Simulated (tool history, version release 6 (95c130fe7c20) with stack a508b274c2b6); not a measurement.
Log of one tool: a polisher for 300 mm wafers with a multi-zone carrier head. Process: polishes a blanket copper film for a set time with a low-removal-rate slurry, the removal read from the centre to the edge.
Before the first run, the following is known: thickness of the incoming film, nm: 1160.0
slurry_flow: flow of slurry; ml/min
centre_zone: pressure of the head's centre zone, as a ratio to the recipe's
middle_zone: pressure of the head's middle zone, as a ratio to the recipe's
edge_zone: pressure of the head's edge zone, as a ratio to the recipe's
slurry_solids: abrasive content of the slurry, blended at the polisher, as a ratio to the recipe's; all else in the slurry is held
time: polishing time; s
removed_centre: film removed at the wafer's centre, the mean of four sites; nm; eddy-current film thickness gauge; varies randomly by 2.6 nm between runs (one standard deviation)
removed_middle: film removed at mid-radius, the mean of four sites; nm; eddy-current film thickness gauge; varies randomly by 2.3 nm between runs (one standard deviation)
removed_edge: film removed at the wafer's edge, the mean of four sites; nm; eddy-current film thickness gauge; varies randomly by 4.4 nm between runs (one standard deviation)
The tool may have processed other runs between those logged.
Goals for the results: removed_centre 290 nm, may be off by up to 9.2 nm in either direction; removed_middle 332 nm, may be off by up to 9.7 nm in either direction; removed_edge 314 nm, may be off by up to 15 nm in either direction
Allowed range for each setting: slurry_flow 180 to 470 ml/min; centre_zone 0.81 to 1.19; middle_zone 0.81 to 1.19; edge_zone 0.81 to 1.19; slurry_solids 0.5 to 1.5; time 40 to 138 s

run    day  slurry_flow  centre_zone  middle_zone  edge_zone  slurry_solids  time  removed_centre  removed_middle  removed_edge
  1      0          300            1            1          1              1    88          274.35          281.05        267.68
  2  0.246          300            1            1       1.07              1    88          268.78             276        285.97
  3  0.433          300            1            1       1.07              1    71          220.65          224.42        220.97
  4  0.492          300            1            1       1.07              1    59          186.75          187.31        183.44
  5  0.542          300            1         1.04       1.07              1    59          182.95          194.77        186.88
  6  0.688          300            1         1.04       1.02              1    59           181.2          193.17        182.88
  7  0.821          310         1.02         1.08       1.05           1.15    66          216.29          232.13        214.05
  8  0.892          310         1.02          1.1       1.08           1.25    70             232          254.74        239.16
  9  1.088          315         1.03         1.12        1.1            1.3    72          245.36          267.64        240.01
 10  1.117          290         0.93         1.06       1.09           1.45    97           309.8          349.69        330.63
 11  1.208          280         0.92         1.05       1.08           1.45    97          298.61          342.75        333.69
 12  1.392          280         0.92         1.05       1.06            1.4    97          300.85          338.22        320.64

Which of these 5 next moves meets every target?
  A  1.575          310            1         1.05       1.02           1.35    96               ?               ?             ?
  B  1.575          275         0.94         1.08       1.07           1.45    92               ?               ?             ?
  C  1.575          280         0.95         0.99       1.06            1.4    98               ?               ?             ?
  D  1.575          315         0.99            1       0.99           1.25    97               ?               ?             ?
  E  1.575          300         1.01         1.07        0.9           1.45    93               ?               ?             ?

move  removed_centre  removed_middle  removed_edge
   A          318.41          337.26         315.2
   B           291.1          331.61        310.59
   C          310.87          326.41        327.85
   D          314.77          322.47        309.65
   E          314.28          335.81        291.21
A: the biggest miss grows against the last run
B: every result within its allowed miss
C: the biggest miss grows against the last run
D: the biggest miss grows against the last run
E: the biggest miss grows against the last run
Correct choice: B, which meets every target
